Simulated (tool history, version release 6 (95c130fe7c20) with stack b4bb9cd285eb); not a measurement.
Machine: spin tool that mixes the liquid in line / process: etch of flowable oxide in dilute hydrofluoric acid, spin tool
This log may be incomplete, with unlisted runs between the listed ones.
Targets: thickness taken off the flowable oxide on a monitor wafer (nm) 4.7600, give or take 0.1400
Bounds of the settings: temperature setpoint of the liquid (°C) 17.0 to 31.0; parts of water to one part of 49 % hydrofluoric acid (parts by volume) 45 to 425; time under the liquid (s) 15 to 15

run,hour,temperature setpoint of the liquid (°C),parts of water to one part of 49 % hydrofluoric acid (parts by volume),time under the liquid (s),thickness taken off the flowable oxide on a monitor wafer (nm)
1,0.0,23.0,235,15,2.1236
2,1.7,26.0,235,15,2.3368
3,4.1,26.5,220,15,2.5628
4,12.0,26.5,275,15,1.9607
5,16.0,26.5,190,15,3.1502
6,21.9,26.5,190,15,3.1013
7,23.6,27.0,180,15,3.3706
8,25.9,27.5,175,15,3.5726
9,28.4,28.0,170,15,3.7201
10,32.2,28.5,165,15,3.9932
11,38.2,29.0,165,15,4.0376
12,39.8,29.5,165,15,4.1606
13,43.7,31.0,145,15,5.0469
14,46.5,30.5,145,15,4.9449

Pick the move, out of 4, that brings all results within their allowed miss; only one does.
A,49.3,29.0,145,15,?
B,49.3,30.5,140,15,?
C,49.3,31.0,145,15,?
D,49.3,30.0,140,15,?

move,thickness taken off the flowable oxide on a monitor wafer (nm)
A,4.6856
B,5.1581
C,5.0364
D,5.0657
A: all results in spec
B: moves away from the targets compared with the last run
C: moves away from the targets compared with the last run
D: moves away from the targets compared with the last run
So the answer is move A, the one that meets all the targets.
